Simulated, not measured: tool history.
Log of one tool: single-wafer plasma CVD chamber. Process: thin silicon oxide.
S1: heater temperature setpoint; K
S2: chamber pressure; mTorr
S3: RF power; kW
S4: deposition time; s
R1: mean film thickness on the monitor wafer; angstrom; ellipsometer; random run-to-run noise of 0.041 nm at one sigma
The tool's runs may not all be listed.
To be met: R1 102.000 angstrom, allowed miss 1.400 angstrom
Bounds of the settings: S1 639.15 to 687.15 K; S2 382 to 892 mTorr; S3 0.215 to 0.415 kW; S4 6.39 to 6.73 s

Run 1, hour 0.0: S1 663.15 K, S2 637 mTorr, S3 0.315 kW, S4 6.73 s. Result: R1 90.711 angstrom.
Run 2, hour 3.4: S1 663.15 K, S2 650 mTorr, S3 0.315 kW, S4 6.73 s. Result: R1 92.387 angstrom.
Run 3, hour 4.5: S1 663.15 K, S2 661 mTorr, S3 0.315 kW, S4 6.73 s. Result: R1 94.588 angstrom.
Run 4, hour 11.3: S1 663.15 K, S2 669 mTorr, S3 0.315 kW, S4 6.73 s. Result: R1 95.949 angstrom.
Run 5, hour 19.9: S1 659.15 K, S2 669 mTorr, S3 0.315 kW, S4 6.73 s. Result: R1 95.723 angstrom.
Run 6, hour 26.8: S1 667.15 K, S2 669 mTorr, S3 0.315 kW, S4 6.73 s. Result: R1 95.084 angstrom.
Run 7, hour 33.3: S1 667.15 K, S2 677 mTorr, S3 0.315 kW, S4 6.73 s. Result: R1 97.290 angstrom.
Run 8, hour 33.9: S1 667.15 K, S2 682 mTorr, S3 0.315 kW, S4 6.73 s. Result: R1 97.785 angstrom.
Run 9, hour 35.9: S1 667.15 K, S2 687 mTorr, S3 0.315 kW, S4 6.73 s. Result: R1 97.928 angstrom.
Run 10, hour 43.7: S1 667.15 K, S2 692 mTorr, S3 0.315 kW, S4 6.73 s. Result: R1 98.759 angstrom.
Run 11, hour 45.3: S1 667.15 K, S2 696 mTorr, S3 0.315 kW, S4 6.73 s. Result: R1 99.132 angstrom.
Run 12, hour 54.1: S1 667.15 K, S2 699 mTorr, S3 0.315 kW, S4 6.73 s. Result: R1 99.525 angstrom.
Run 13, hour 61.4: S1 667.15 K, S2 702 mTorr, S3 0.315 kW, S4 6.73 s. Result: R1 100.060 angstrom.

Exactly one of the 5 candidate moves below puts every result within its allowed miss. Which one?
Run A, hour 68.7: S1 677.15 K, S2 698 mTorr, S3 0.305 kW, S4 6.73 s. Result: R1 ?.
Run B, hour 68.7: S1 665.15 K, S2 745 mTorr, S3 0.310 kW, S4 6.73 s. Result: R1 ?.
Run C, hour 68.7: S1 670.15 K, S2 698 mTorr, S3 0.325 kW, S4 6.55 s. Result: R1 ?.
Run D, hour 68.7: S1 666.15 K, S2 707 mTorr, S3 0.315 kW, S4 6.54 s. Result: R1 ?.
Run E, hour 68.7: S1 672.15 K, S2 740 mTorr, S3 0.295 kW, S4 6.73 s. Result: R1 ?.

move       R1
   A   97.426
   B  105.000
   C   97.739
   D   97.730
   E  101.730
A: misses by more than the last run did
B: the result that was furthest off in the last run now lies on the other side of its target
C: misses by more than the last run did
D: misses by more than the last run did
E: in spec on every target
E meets every target.
